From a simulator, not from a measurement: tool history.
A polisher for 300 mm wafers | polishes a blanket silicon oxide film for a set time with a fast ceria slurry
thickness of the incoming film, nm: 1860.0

run	day	flow of slurry (ml/min)	pressure of the wafer on the pad (psi)	speed of the pad under the wafer (m/s)	polishing time (s)	film removed (Å)
1	0	265	2.5	0.86	63	6438.2
2	0.346	265	2.5	0.86	63	6427.7
3	0.383	265	2	0.86	63	5366
4	0.583	265	2.4	0.88	63	6326.9
5	0.742	265	2.7	0.88	63	6757.4
6	1.046	265	2.7	0.72	63	5926.8
7	1.117	265	3	0.74	63	6494.9
8	1.175	265	3.2	0.78	63	7112.5

Run 9 comes next. What will it give?
9	1.45	265	3.4	0.8	63	?

film removed (Å): 7831
